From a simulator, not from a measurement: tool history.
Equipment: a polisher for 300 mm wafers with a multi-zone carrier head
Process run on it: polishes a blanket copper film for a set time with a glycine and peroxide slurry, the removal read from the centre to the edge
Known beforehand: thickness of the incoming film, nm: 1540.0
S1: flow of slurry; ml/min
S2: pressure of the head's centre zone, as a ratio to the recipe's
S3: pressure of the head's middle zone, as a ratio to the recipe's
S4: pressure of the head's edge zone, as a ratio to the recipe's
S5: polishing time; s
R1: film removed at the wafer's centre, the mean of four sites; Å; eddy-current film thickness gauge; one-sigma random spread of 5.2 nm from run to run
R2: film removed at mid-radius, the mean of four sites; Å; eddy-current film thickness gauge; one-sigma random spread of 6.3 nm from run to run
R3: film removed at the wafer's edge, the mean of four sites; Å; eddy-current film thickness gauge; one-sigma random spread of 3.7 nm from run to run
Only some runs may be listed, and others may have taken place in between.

run 1 hour=0 | S1=285 S2=1 S3=1 S4=1 S5=68 | R1=3121.4 R2=3160 R3=3086.1
run 2 hour=3 | S1=285 S2=1 S3=1 S4=0.94 S5=68 | R1=3124.9 R2=3186.6 R3=3019
run 3 hour=9.4 | S1=285 S2=0.97 S3=1 S4=0.94 S5=68 | R1=3089.2 R2=3084 R3=3018.1
run 4 hour=14.2 | S1=285 S2=0.97 S3=0.96 S4=0.94 S5=68 | R1=3050.5 R2=3058.8 R3=2955.6
run 5 hour=15.9 | S1=285 S2=0.97 S3=0.99 S4=0.94 S5=68 | R1=3104.4 R2=3111.8 R3=2991.9
run 6 hour=19.1 | S1=285 S2=0.97 S3=0.99 S4=1 S5=68 | R1=3017.8 R2=3233.7 R3=3067.3
run 7 hour=21.1 | S1=285 S2=0.97 S3=0.99 S4=1 S5=68 | R1=3079.4 R2=3127.1 R3=3038.1

Run 8 has not been measured yet. What should we expect?
run 8 hour=22.1 | S1=300 S2=0.99 S3=1 S4=0.98 S5=70 | R1=? R2=? R3=?

Logged for run 8: R1 3225.7 Å, R2 3276.5 Å, R3 3088.6 Å.
